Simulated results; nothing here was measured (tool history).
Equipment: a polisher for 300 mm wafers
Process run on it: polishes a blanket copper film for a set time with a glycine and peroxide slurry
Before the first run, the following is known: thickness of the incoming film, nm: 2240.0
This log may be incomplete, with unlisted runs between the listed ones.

run,hour,flow of slurry (ml/min),pressure of the wafer on the pad (kPa),speed of the pad under the wafer (m/s),polishing time (s),film removed (Å)
1,0,210,20.7,1.18,20,1522.7
2,8.4,210,20.7,1.38,20,1741.9
3,13.9,210,17.9,1.36,20,1477.5
4,16.7,210,16.5,1.36,20,1414.8
5,19.3,180,16.5,1.36,20,1384.2
6,20.5,180,15.2,1.36,20,1268.8
7,23.2,175,14.5,1.36,20,1236.5

Run 8 has not been measured yet. What should we expect?
8,24,175,13.8,1.36,20,?

{"run 8": {"film removed (Å)": 1169.4}}

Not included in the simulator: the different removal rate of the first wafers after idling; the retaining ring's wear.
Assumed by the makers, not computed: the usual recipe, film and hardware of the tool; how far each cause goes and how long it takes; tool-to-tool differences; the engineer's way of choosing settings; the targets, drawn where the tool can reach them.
